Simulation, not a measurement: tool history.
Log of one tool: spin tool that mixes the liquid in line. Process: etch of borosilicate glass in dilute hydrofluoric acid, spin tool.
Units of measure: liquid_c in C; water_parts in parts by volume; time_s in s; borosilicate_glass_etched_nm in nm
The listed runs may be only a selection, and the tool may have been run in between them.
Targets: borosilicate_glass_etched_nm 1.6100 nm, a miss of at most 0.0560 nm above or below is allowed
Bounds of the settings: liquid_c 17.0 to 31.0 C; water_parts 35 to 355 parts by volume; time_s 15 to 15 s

run 1 day=0.000 | liquid_c=23.0 water_parts=195 time_s=15 | borosilicate_glass_etched_nm=2.2606
run 2 day=0.250 | liquid_c=23.0 water_parts=195 time_s=15 | borosilicate_glass_etched_nm=2.3163
run 3 day=0.558 | liquid_c=23.0 water_parts=195 time_s=15 | borosilicate_glass_etched_nm=2.2730
run 4 day=0.758 | liquid_c=20.0 water_parts=195 time_s=15 | borosilicate_glass_etched_nm=2.0388
run 5 day=0.796 | liquid_c=20.0 water_parts=195 time_s=15 | borosilicate_glass_etched_nm=2.0622
run 6 day=0.833 | liquid_c=20.0 water_parts=195 time_s=15 | borosilicate_glass_etched_nm=2.0425
run 7 day=1.125 | liquid_c=19.5 water_parts=200 time_s=15 | borosilicate_glass_etched_nm=1.9824
run 8 day=1.221 | liquid_c=19.0 water_parts=205 time_s=15 | borosilicate_glass_etched_nm=1.8902
run 9 day=1.267 | liquid_c=18.5 water_parts=210 time_s=15 | borosilicate_glass_etched_nm=1.7572

5 candidate next runs follow, results not yet known. Just one meets every target within its allowed miss. Identify it.
run A day=1.312 | liquid_c=17.0 water_parts=230 time_s=15 | borosilicate_glass_etched_nm=?
run B day=1.312 | liquid_c=18.5 water_parts=240 time_s=15 | borosilicate_glass_etched_nm=?
run C day=1.312 | liquid_c=18.5 water_parts=225 time_s=15 | borosilicate_glass_etched_nm=?
run D day=1.312 | liquid_c=19.0 water_parts=210 time_s=15 | borosilicate_glass_etched_nm=?
run E day=1.312 | liquid_c=24.0 water_parts=285 time_s=15 | borosilicate_glass_etched_nm=?

move=A borosilicate_glass_etched_nm=1.4952
move=B borosilicate_glass_etched_nm=1.5052
move=C borosilicate_glass_etched_nm=1.6278
move=D borosilicate_glass_etched_nm=1.8034
move=E borosilicate_glass_etched_nm=1.4864
A: moves the result that the last run missed by most past its target, out the other side
B: moves the result that the last run missed by most past its target, out the other side
C: in spec on every target
D: its largest miss is bigger than the last run's
E: moves the result that the last run missed by most past its target, out the other side
So the answer is move C, the one that meets all the targets.

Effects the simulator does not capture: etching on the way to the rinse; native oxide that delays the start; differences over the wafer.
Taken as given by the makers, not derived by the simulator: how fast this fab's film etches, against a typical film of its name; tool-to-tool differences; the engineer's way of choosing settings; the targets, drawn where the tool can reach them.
